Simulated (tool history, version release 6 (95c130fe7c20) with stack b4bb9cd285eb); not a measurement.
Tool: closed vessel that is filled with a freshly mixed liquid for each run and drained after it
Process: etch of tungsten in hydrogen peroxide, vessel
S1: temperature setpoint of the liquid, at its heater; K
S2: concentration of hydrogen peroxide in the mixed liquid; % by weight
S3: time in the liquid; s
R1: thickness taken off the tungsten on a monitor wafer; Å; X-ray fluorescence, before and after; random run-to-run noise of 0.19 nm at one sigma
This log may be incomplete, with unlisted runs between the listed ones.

Run 1, hour 0: S1 325.15 K, S2 20.5 % by weight, S3 85 s. Result: R1 915.35 Å.
Run 2, hour 3: S1 323.15 K, S2 20.5 % by weight, S3 85 s. Result: R1 810.36 Å.
Run 3, hour 12: S1 321.15 K, S2 20.5 % by weight, S3 85 s. Result: R1 713.67 Å.
Run 4, hour 15.3: S1 321.15 K, S2 22.5 % by weight, S3 85 s. Result: R1 743.67 Å.
Run 5, hour 19.1: S1 321.15 K, S2 24.5 % by weight, S3 85 s. Result: R1 777.94 Å.
Run 6, hour 20.9: S1 319.65 K, S2 24.5 % by weight, S3 85 s. Result: R1 711.12 Å.
Run 7, hour 24: S1 318.15 K, S2 24.5 % by weight, S3 85 s. Result: R1 643.1 Å.
Run 8, hour 31.7: S1 317.15 K, S2 24.5 % by weight, S3 85 s. Result: R1 608.45 Å.
Run 9, hour 33.2: S1 316.15 K, S2 24.5 % by weight, S3 85 s. Result: R1 566.87 Å.
Run 10, hour 41.6: S1 315.15 K, S2 24.5 % by weight, S3 85 s. Result: R1 534.02 Å.
Run 11, hour 49.6: S1 314.65 K, S2 24.5 % by weight, S3 85 s. Result: R1 516.43 Å.

Estimate the outcome of run 12 from the log above:
Run 12, hour 51.2: S1 309.65 K, S2 24.5 % by weight, S3 85 s. Result: R1 ?.

R1: 372.59 Å
